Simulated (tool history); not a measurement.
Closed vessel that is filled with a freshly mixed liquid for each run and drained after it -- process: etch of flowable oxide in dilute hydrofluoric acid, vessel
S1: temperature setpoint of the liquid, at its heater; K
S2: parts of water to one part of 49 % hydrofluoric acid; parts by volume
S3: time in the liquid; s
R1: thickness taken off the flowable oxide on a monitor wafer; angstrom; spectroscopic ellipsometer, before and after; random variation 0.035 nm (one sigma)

| run | hour | S1 | S2 | S3 | R1 |
|---|---|---|---|---|---|
| 1 | 0.0 | 293.15 | 130 | 35 | 79.617 |
| 2 | 7.9 | 294.15 | 130 | 35 | 83.782 |
| 3 | 9.1 | 291.15 | 130 | 35 | 73.985 |
| 4 | 14.9 | 292.65 | 130 | 35 | 78.514 |
| 5 | 23.1 | 292.65 | 105 | 35 | 99.523 |
| 6 | 28.6 | 292.65 | 105 | 35 | 99.603 |

What will run 7 give?
| 7 | 31.6 | 292.15 | 105 | 35 | ? |

{"run 7": {"R1": 97.984}}
